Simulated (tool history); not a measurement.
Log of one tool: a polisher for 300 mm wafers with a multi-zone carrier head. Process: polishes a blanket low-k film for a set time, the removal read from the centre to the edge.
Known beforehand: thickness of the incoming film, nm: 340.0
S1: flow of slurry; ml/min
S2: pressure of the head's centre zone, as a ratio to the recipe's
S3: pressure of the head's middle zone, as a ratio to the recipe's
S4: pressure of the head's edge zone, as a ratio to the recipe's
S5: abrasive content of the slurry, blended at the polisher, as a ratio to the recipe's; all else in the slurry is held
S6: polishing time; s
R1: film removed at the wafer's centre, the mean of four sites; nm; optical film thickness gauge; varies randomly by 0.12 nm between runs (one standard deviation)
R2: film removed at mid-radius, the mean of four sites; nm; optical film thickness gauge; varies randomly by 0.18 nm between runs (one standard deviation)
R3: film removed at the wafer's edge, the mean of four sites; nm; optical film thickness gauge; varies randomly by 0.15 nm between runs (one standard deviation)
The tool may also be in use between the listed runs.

run 1 day=0.000 | S1=275 S2=1.00 S3=1.00 S4=1.00 S5=1.00 S6=47 | R1=20.689 R2=21.765 R3=21.012
run 2 day=0.083 | S1=275 S2=1.00 S3=1.00 S4=1.00 S5=1.00 S6=40 | R1=17.849 R2=18.365 R3=17.783
run 3 day=0.350 | S1=270 S2=0.96 S3=0.99 S4=0.96 S5=0.90 S6=40 | R1=16.739 R2=17.748 R3=16.791
run 4 day=0.517 | S1=265 S2=0.92 S3=0.98 S4=0.94 S5=0.80 S6=40 | R1=15.615 R2=17.055 R3=16.104
run 5 day=0.621 | S1=265 S2=0.92 S3=0.98 S4=0.87 S5=0.80 S6=40 | R1=15.693 R2=16.905 R3=15.494
run 6 day=0.892 | S1=265 S2=0.92 S3=0.93 S4=0.87 S5=0.80 S6=40 | R1=15.615 R2=16.433 R3=15.484
run 7 day=1.150 | S1=260 S2=0.89 S3=0.92 S4=0.86 S5=0.75 S6=40 | R1=15.065 R2=15.892 R3=14.940

The next listed run, before its measurement:
run 8 day=1.271 | S1=255 S2=0.87 S3=0.92 S4=0.87 S5=0.75 S6=40 | R1=? R2=? R3=?

R1: 14.796 nm
R2: 15.820 nm
R3: 15.192 nm
